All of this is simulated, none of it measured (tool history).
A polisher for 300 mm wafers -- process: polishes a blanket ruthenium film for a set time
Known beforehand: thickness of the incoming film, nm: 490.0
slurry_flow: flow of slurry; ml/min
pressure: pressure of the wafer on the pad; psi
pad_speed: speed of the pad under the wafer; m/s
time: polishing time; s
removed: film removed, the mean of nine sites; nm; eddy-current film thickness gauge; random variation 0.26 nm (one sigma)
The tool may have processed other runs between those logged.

run  hour  slurry_flow  pressure  pad_speed  time  removed
  1   0.0          225       2.4       1.08    29   35.977
  2   4.6          225       1.9       1.08    29   29.030
  3   7.3          225       1.8       1.08    29   27.462
  4  15.7          225       1.8       1.08    29   27.510
  5  24.6          225       2.2       1.08    29   33.105
  6  25.1          225       2.7       1.08    29   40.422

For run 7, what comes out?
  7  26.9          225       2.4       1.08    29        ?

removed: 36.225 nm
